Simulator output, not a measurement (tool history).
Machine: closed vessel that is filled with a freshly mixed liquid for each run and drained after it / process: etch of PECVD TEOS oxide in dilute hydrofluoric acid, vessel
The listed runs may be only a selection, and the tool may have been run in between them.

run	hour	temperature setpoint of the liquid (K)	parts of water to one part of 49 % hydrofluoric acid (parts by volume)	time in the liquid (s)	thickness taken off the PECVD TEOS oxide on a monitor wafer (nm)
1	0.0	295.15	115	455	101.07
2	4.9	296.15	115	455	104.65
3	13.3	297.15	115	455	108.33
4	17.5	298.15	115	455	113.07
5	19.7	298.15	90	455	149.46
6	28.8	298.15	90	485	158.81
7	35.7	297.15	90	485	153.47

Run 8 has not been measured yet. What should we expect?
8	41.3	296.65	90	485	?

{"run 8": {"thickness taken off the PECVD TEOS oxide on a monitor wafer (nm)": 149.67}}
